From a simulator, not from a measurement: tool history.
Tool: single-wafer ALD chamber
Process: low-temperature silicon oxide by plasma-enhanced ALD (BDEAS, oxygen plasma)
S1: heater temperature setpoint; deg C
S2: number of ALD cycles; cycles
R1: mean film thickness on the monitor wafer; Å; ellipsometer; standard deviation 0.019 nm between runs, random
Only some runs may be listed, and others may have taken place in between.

run 1 hour=0 | S1=85 S2=33 | R1=49.561
run 2 hour=6.8 | S1=83 S2=34 | R1=51.216
run 3 hour=9.8 | S1=83 S2=38 | R1=57.317
run 4 hour=16.1 | S1=82 S2=38 | R1=57.325
run 5 hour=18.2 | S1=82 S2=42 | R1=63.463
run 6 hour=21.6 | S1=76 S2=42 | R1=64.895
run 7 hour=29.5 | S1=78 S2=42 | R1=64.793
run 8 hour=33.7 | S1=80 S2=42 | R1=63.978

Run 9 is up next; what results do you expect?
run 9 hour=41.2 | S1=82 S2=42 | R1=?

{"run 9": {"R1": 63.672}}
